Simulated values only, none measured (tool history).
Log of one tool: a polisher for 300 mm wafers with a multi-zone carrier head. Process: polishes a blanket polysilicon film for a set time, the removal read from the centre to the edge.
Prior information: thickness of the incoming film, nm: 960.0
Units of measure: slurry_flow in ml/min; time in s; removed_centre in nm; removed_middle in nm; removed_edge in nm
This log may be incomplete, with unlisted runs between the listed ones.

run    day  slurry_flow  centre_zone  middle_zone  edge_zone  time  removed_centre  removed_middle  removed_edge
  1      0          225            1            1          1    52           305.7          332.17        331.12
  2  0.238          225         1.06            1          1    52           320.4           336.5        322.93
  3  0.275          225         1.05         1.01       0.99    49          299.76          320.93        299.48
  4  0.571          225         1.04         1.01       0.98    47          285.73          308.33        286.02
  5  0.696          225         1.04         1.01       0.92    47          288.39          313.98        285.96
  6  0.742          225         1.03         1.01       0.92    45          273.35          294.14        276.26

Run 7, settings as shown, results not yet in. Your forecast:
  7  0.946          225         1.03         1.02       0.92    43               ?               ?             ?

{"run 7": {"removed_centre": 260.05, "removed_middle": 292.18, "removed_edge": 263.83}}
